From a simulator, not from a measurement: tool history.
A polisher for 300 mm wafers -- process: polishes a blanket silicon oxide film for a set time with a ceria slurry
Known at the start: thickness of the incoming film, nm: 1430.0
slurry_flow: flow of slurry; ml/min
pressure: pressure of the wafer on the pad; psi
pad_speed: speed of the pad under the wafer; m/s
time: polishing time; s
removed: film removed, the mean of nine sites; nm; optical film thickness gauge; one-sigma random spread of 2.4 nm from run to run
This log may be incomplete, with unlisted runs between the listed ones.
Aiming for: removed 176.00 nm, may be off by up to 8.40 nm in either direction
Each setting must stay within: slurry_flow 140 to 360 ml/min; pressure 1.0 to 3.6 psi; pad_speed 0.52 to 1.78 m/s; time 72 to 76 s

run	hour	slurry_flow	pressure	pad_speed	time	removed
1	0.0	230	2.3	1.14	72	233.03
2	3.8	230	2.1	1.14	72	210.32
3	7.5	230	2.0	1.14	72	201.06
4	10.2	230	2.5	1.14	72	252.67
5	15.8	230	2.5	1.00	72	224.57
6	22.8	230	2.3	1.00	72	208.89
7	30.2	230	2.2	1.00	72	200.19
8	33.2	230	2.1	1.00	72	188.77

Next run, 4 choices. One meets every target within its allowed miss, the rest don't. Which?
A	36.2	220	2.4	0.94	72	?
B	36.2	275	2.2	0.86	72	?
C	36.2	235	2.4	0.98	72	?
D	36.2	225	2.4	0.92	72	?

move	removed
A	205.12
B	178.21
C	213.52
D	201.85
A: moves away from the targets compared with the last run
B: all results in spec
C: moves away from the targets compared with the last run
D: moves away from the targets compared with the last run
The move that meets every target is B.
